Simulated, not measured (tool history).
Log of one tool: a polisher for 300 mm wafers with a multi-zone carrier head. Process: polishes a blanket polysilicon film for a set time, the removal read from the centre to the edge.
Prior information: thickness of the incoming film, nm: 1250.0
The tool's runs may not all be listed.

| run | hour | flow of slurry (ml/min) | pressure of the head's centre zone | pressure of the head's middle zone | pressure of the head's edge zone | polishing time (s) | film removed at the wafer's centre (Å) | film removed at mid-radius (Å) | film removed at the wafer's edge (Å) |
|---|---|---|---|---|---|---|---|---|---|
| 1 | 0.0 | 280 | 1.00 | 1.00 | 1.00 | 36 | 3712.4 | 3725.5 | 3671.9 |
| 2 | 5.7 | 300 | 1.02 | 1.02 | 1.00 | 36 | 3741.6 | 3842.5 | 3770.2 |
| 3 | 6.4 | 305 | 1.05 | 1.03 | 0.98 | 36 | 3878.5 | 3869.6 | 3666.3 |
| 4 | 9.0 | 315 | 1.06 | 1.04 | 0.98 | 36 | 3861.7 | 3885.2 | 3728.9 |
| 5 | 15.8 | 315 | 1.08 | 1.05 | 0.97 | 36 | 4039.0 | 3904.4 | 3701.8 |
| 6 | 16.9 | 250 | 1.08 | 1.05 | 0.97 | 36 | 3844.7 | 3847.3 | 3603.8 |
| 7 | 19.2 | 270 | 1.09 | 1.06 | 0.97 | 36 | 3937.5 | 3924.6 | 3608.7 |

Predict the results of run 8:
| 8 | 24.8 | 285 | 1.10 | 1.07 | 0.97 | 36 | ? | ? | ? |

{"run 8": {"film removed at the wafer's centre (Å)": 4035.9, "film removed at mid-radius (Å)": 4002.4, "film removed at the wafer's edge (Å)": 3678.6}}
